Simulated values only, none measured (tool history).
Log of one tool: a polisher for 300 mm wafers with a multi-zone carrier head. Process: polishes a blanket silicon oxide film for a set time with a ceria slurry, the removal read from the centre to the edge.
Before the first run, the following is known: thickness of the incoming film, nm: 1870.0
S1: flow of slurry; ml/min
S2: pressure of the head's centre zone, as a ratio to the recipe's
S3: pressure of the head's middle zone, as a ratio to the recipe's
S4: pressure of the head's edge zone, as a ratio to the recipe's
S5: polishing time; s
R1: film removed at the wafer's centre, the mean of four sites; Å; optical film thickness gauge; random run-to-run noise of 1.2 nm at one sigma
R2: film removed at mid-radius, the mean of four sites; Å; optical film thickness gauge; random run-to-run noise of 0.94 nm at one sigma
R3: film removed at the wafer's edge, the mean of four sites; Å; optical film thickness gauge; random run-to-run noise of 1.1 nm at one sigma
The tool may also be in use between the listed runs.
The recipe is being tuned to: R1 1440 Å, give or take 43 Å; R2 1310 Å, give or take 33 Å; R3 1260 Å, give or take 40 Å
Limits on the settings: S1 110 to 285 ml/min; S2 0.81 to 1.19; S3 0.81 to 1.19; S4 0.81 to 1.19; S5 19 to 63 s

{"run": 1, "day": 0.0, "S1": 180, "S2": 1, "S3": 1, "S4": 1, "S5": 41, "R1": 2309.3, "R2": 2338.9, "R3": 2324.5}
{"run": 2, "day": 0.2, "S1": 180, "S2": 1.01, "S3": 0.99, "S4": 0.98, "S5": 38, "R1": 2176.5, "R2": 2116.6, "R3": 2116.8}
{"run": 3, "day": 0.408, "S1": 180, "S2": 1.01, "S3": 0.99, "S4": 0.96, "S5": 36, "R1": 2122.8, "R2": 1995.4, "R3": 2025.9}
{"run": 4, "day": 0.65, "S1": 175, "S2": 1.01, "S3": 1, "S4": 0.94, "S5": 34, "R1": 1975.3, "R2": 1898.1, "R3": 1916.8}
{"run": 5, "day": 0.954, "S1": 170, "S2": 1.02, "S3": 1.01, "S4": 0.92, "S5": 32, "R1": 1860.1, "R2": 1790.4, "R3": 1761.6}
{"run": 6, "day": 1.121, "S1": 170, "S2": 1.02, "S3": 1.01, "S4": 0.84, "S5": 32, "R1": 1847.1, "R2": 1776.2, "R3": 1688.3}
{"run": 7, "day": 1.354, "S1": 170, "S2": 1.02, "S3": 1.01, "S4": 0.84, "S5": 30, "R1": 1762.4, "R2": 1685.3, "R3": 1582.3}
{"run": 8, "day": 1.725, "S1": 170, "S2": 1.02, "S3": 0.95, "S4": 0.82, "S5": 20, "R1": 1161.3, "R2": 1057.7, "R3": 1022.6}
{"run": 9, "day": 1.933, "S1": 180, "S2": 1.03, "S3": 0.96, "S4": 0.84, "S5": 20, "R1": 1167.4, "R2": 1088.7, "R3": 1075.1}
{"run": 10, "day": 2.1, "S1": 185, "S2": 1.05, "S3": 0.97, "S4": 0.84, "S5": 20, "R1": 1199.2, "R2": 1105.2, "R3": 1056.3}
{"run": 11, "day": 2.304, "S1": 180, "S2": 1.07, "S3": 0.98, "S4": 0.87, "S5": 20, "R1": 1215, "R2": 1104.8, "R3": 1074}

Below are 4 possible settings for the next run. Only one of them brings all results inside the allowed miss of their targets. Which is it?
{"run": "A", "day": 2.508, "S1": 200, "S2": 1.07, "S3": 1, "S4": 0.89, "S5": 23, "R1": "?", "R2": "?", "R3": "?"}
{"run": "B", "day": 2.508, "S1": 185, "S2": 1.02, "S3": 1.06, "S4": 0.81, "S5": 23, "R1": "?", "R2": "?", "R3": "?"}
{"run": "C", "day": 2.508, "S1": 195, "S2": 1.02, "S3": 1.12, "S4": 0.89, "S5": 23, "R1": "?", "R2": "?", "R3": "?"}
{"run": "D", "day": 2.508, "S1": 170, "S2": 0.88, "S3": 0.87, "S4": 1.02, "S5": 21, "R1": "?", "R2": "?", "R3": "?"}

move=A R1=1412.2 R2=1320.5 R3=1254.8
move=B R1=1329.5 R2=1372.4 R3=1199.1
move=C R1=1341.5 R2=1449.5 R3=1249.5
move=D R1=1029.4 R2=1048.4 R3=1192.4
A: every result within its allowed miss
B: takes the biggest miss from the last run beyond its target
C: takes the biggest miss from the last run beyond its target
D: its largest miss is bigger than the last run's
Go with A: it meets all targets.
